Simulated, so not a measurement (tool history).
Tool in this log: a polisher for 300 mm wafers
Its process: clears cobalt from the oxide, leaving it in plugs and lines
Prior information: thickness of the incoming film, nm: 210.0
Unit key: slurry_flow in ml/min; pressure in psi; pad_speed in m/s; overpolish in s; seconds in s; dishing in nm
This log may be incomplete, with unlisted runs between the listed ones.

| run | hour | slurry_flow | pressure | pad_speed | overpolish | seconds | dishing |
|---|---|---|---|---|---|---|---|
| 1 | 0.0 | 215 | 2.0 | 1.10 | 12 | 39.573 | 34.116 |
| 2 | 5.5 | 215 | 1.8 | 1.10 | 12 | 41.867 | 32.670 |
| 3 | 9.6 | 215 | 1.5 | 1.10 | 12 | 47.206 | 29.862 |
| 4 | 11.8 | 215 | 1.5 | 1.22 | 12 | 42.624 | 31.986 |
|  | 14.1 | worn pad replaced by a new one |
| 5 | 14.1 | 215 | 1.4 | 1.22 | 13 | 40.291 | 33.902 |
| 6 | 16.0 | 215 | 1.3 | 1.18 | 14 | 42.387 | 33.609 |
| 7 | 23.5 | 210 | 1.2 | 1.12 | 15 | 47.634 | 34.125 |
| 8 | 29.2 | 210 | 1.2 | 1.12 | 15 | 46.506 | 35.060 |

Run 9 comes next. What will it give?
| 9 | 31.9 | 210 | 1.1 | 1.12 | 15 | ? | ? |

seconds: 49.627 s
dishing: 34.311 nm

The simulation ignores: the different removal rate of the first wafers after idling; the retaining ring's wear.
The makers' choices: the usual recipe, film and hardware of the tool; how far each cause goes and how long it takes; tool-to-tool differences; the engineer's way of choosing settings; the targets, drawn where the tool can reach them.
